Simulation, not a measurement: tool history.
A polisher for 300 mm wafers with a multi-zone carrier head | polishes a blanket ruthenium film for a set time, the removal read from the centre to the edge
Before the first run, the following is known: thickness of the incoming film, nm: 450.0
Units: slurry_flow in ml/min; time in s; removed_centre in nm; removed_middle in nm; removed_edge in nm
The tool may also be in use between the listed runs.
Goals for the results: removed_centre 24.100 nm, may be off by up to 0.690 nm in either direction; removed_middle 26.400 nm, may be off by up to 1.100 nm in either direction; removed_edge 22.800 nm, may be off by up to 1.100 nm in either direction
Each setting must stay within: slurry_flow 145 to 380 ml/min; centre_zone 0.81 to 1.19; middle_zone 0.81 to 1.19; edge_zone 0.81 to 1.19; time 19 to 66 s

Run 1, hour 0.0: slurry_flow 245 ml/min, centre_zone 1.00, middle_zone 1.00, edge_zone 1.00, time 42 s. Result: removed_centre 42.940 nm, removed_middle 45.443 nm, removed_edge 45.133 nm.
Run 2, hour 5.4: slurry_flow 245 ml/min, centre_zone 1.00, middle_zone 1.00, edge_zone 1.00, time 33 s. Result: removed_centre 34.004 nm, removed_middle 35.334 nm, removed_edge 35.201 nm.
Run 3, hour 12.7: slurry_flow 245 ml/min, centre_zone 1.00, middle_zone 0.92, edge_zone 1.00, time 33 s. Result: removed_centre 34.342 nm, removed_middle 33.013 nm, removed_edge 35.265 nm.
Run 4, hour 16.3: slurry_flow 245 ml/min, centre_zone 1.00, middle_zone 0.92, edge_zone 0.94, time 33 s. Result: removed_centre 33.959 nm, removed_middle 33.566 nm, removed_edge 34.597 nm.
Run 5, hour 22.2: slurry_flow 245 ml/min, centre_zone 1.00, middle_zone 0.92, edge_zone 0.86, time 33 s. Result: removed_centre 34.329 nm, removed_middle 32.866 nm, removed_edge 33.051 nm.
Run 6, hour 30.6: slurry_flow 250 ml/min, centre_zone 0.99, middle_zone 0.97, edge_zone 0.84, time 29 s. Result: removed_centre 30.228 nm, removed_middle 30.145 nm, removed_edge 28.637 nm.
Run 7, hour 31.1: slurry_flow 255 ml/min, centre_zone 0.98, middle_zone 1.00, edge_zone 0.83, time 27 s. Result: removed_centre 28.111 nm, removed_middle 29.391 nm, removed_edge 26.516 nm.
Run 8, hour 39.5: slurry_flow 255 ml/min, centre_zone 0.97, middle_zone 1.01, edge_zone 0.82, time 25 s. Result: removed_centre 25.709 nm, removed_middle 27.036 nm, removed_edge 24.722 nm.
Run 9, hour 44.0: slurry_flow 230 ml/min, centre_zone 0.99, middle_zone 1.10, edge_zone 0.81, time 22 s. Result: removed_centre 22.747 nm, removed_middle 25.652 nm, removed_edge 21.288 nm.
Run 10, hour 45.3: slurry_flow 240 ml/min, centre_zone 0.99, middle_zone 1.09, edge_zone 0.82, time 22 s. Result: removed_centre 22.830 nm, removed_middle 24.638 nm, removed_edge 21.348 nm.

Which of these 5 next moves meets every target?
Run A, hour 46.6: slurry_flow 240 ml/min, centre_zone 1.03, middle_zone 1.11, edge_zone 0.85, time 23 s. Result: removed_centre ?, removed_middle ?, removed_edge ?.
Run B, hour 46.6: slurry_flow 295 ml/min, centre_zone 1.04, middle_zone 0.92, edge_zone 0.90, time 22 s. Result: removed_centre ?, removed_middle ?, removed_edge ?.
Run C, hour 46.6: slurry_flow 225 ml/min, centre_zone 1.05, middle_zone 0.95, edge_zone 0.92, time 22 s. Result: removed_centre ?, removed_middle ?, removed_edge ?.
Run D, hour 46.6: slurry_flow 270 ml/min, centre_zone 1.19, middle_zone 0.93, edge_zone 0.82, time 21 s. Result: removed_centre ?, removed_middle ?, removed_edge ?.
Run E, hour 46.6: slurry_flow 210 ml/min, centre_zone 0.98, middle_zone 1.08, edge_zone 0.82, time 21 s. Result: removed_centre ?, removed_middle ?, removed_edge ?.

move  removed_centre  removed_middle  removed_edge
   A          24.396          26.972        22.725
   B          23.935          22.750        22.681
   C          23.397          22.722        22.472
   D          24.467          21.712        20.637
   E          21.353          23.789        20.230
A: all results land within tolerance of their targets
B: meets the target for the result that was furthest off, but another lies outside its allowed miss
C: the biggest miss grows against the last run
D: meets the target for the result that was furthest off, but another lies outside its allowed miss
E: the biggest miss grows against the last run
The move that meets every target is A.
